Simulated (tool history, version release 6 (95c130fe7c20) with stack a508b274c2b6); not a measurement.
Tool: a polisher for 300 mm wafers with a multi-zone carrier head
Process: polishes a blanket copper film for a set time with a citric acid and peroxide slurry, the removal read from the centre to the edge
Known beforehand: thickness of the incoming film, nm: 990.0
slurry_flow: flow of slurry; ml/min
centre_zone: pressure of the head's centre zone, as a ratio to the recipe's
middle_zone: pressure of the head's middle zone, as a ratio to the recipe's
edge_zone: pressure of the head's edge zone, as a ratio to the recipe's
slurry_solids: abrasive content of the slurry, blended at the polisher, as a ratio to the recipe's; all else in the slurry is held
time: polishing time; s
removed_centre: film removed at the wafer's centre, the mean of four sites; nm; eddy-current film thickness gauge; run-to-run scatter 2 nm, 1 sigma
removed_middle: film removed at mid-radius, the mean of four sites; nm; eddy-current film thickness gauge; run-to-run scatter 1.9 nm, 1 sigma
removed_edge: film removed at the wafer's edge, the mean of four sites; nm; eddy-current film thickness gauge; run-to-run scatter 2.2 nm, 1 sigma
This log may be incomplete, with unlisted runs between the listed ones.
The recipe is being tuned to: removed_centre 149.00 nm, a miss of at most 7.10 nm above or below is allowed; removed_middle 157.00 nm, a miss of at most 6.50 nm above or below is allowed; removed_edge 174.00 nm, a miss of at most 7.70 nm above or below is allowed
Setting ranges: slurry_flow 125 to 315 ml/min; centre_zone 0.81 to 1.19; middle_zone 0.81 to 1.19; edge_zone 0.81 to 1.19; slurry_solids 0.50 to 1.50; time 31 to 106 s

run,hour,slurry_flow,centre_zone,middle_zone,edge_zone,slurry_solids,time,removed_centre,removed_middle,removed_edge
1,0.0,205,1.00,1.00,1.00,1.00,68,172.43,178.97,176.72
2,7.3,195,0.97,0.97,1.01,1.00,68,169.72,169.74,182.51
3,9.6,190,0.95,0.97,1.00,0.95,68,165.24,168.29,180.85
4,13.9,190,0.93,0.97,1.00,0.90,67,158.02,161.68,170.94
5,19.1,185,0.91,0.97,1.01,0.90,67,157.83,164.80,170.42
6,25.9,185,0.91,0.97,1.01,0.90,78,182.44,191.17,204.09
7,30.9,180,0.88,0.96,1.02,0.80,76,161.64,179.85,196.09
8,34.9,180,0.88,0.94,0.99,0.75,75,157.97,171.24,185.10
9,40.3,180,0.88,0.92,0.98,0.75,75,163.31,168.37,184.90
10,48.8,175,0.87,0.91,0.98,0.70,75,153.45,168.04,182.42

Exactly one of the 4 candidate moves below puts every result within its allowed miss. Which one?
A,57.3,145,0.81,0.95,1.04,0.50,83,?,?,?
B,57.3,235,0.92,0.93,1.12,0.65,67,?,?,?
C,57.3,215,0.92,0.81,0.96,0.80,69,?,?,?
D,57.3,220,0.85,0.89,1.05,0.95,62,?,?,?

move,removed_centre,removed_middle,removed_edge
A,143.92,173.67,187.90
B,151.68,156.44,174.35
C,159.47,147.12,172.23
D,137.01,147.82,166.27
A: further off than the last run
B: every result lands within tolerance
C: takes the result that was furthest off past its target
D: takes the result that was furthest off past its target
B meets every target.
